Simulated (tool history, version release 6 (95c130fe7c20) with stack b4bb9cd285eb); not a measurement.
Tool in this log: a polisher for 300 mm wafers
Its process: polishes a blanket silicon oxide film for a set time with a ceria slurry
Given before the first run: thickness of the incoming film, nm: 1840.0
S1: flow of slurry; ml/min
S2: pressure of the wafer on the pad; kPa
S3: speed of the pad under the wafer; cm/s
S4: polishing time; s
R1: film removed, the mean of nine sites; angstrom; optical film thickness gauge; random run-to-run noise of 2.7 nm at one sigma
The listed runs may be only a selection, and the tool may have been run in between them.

| run | day | S1 | S2 | S3 | S4 | R1 |
|---|---|---|---|---|---|---|
| 1 | 0 | 280 | 17.9 | 116 | 67 | 2422.1 |
| 2 | 0.175 | 280 | 17.9 | 92 | 67 | 2035.6 |
| 3 | 0.246 | 280 | 18.6 | 92 | 67 | 2124.8 |
| 4 | 0.296 | 280 | 18.6 | 92 | 67 | 2094.6 |
| 5 | 0.658 | 280 | 14.5 | 92 | 67 | 1627.7 |
| 6 | 0.804 | 280 | 18.6 | 92 | 67 | 2109.7 |

What will run 7 give?
| 7 | 1.1 | 280 | 19.3 | 92 | 67 | ? |

R1: 2134.7 angstrom
